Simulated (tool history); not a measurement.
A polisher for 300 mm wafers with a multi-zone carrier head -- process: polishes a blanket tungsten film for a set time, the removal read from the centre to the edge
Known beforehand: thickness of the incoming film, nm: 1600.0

| run | day | flow of slurry (ml/min) | pressure of the head's centre zone | pressure of the head's middle zone | pressure of the head's edge zone | abrasive content of the slurry | polishing time (s) | film removed at the wafer's centre (Å) | film removed at mid-radius (Å) | film removed at the wafer's edge (Å) |
|---|---|---|---|---|---|---|---|---|---|---|
| 1 | 0 | 180 | 1 | 1 | 1 | 1 | 41 | 1280.8 | 1309.4 | 1353.9 |
| 2 | 0.204 | 180 | 0.98 | 1.01 | 0.98 | 0.95 | 40 | 1208.7 | 1261.5 | 1286 |
| 3 | 0.304 | 180 | 0.98 | 0.92 | 0.98 | 0.95 | 40 | 1216.7 | 1141.5 | 1248.3 |
| 4 | 0.621 | 180 | 0.96 | 0.95 | 0.95 | 0.9 | 39 | 1133.7 | 1153.6 | 1228 |
| 5 | 0.933 | 185 | 0.97 | 0.98 | 0.93 | 0.85 | 37 | 1087.1 | 1104.6 | 1142.9 |
| 6 | 1.1 | 185 | 0.97 | 0.98 | 0.86 | 0.85 | 37 | 1089.2 | 1123.6 | 1103.4 |
| 7 | 1.15 | 185 | 0.96 | 1 | 0.85 | 0.8 | 36 | 1026 | 1099 | 1030.3 |

What does the tool deliver on the next run?
| 8 | 1.179 | 180 | 0.94 | 1 | 0.84 | 0.75 | 36 | ? | ? | ? |

film removed at the wafer's centre (Å): 995
film removed at mid-radius (Å): 1090.7
film removed at the wafer's edge (Å): 1036
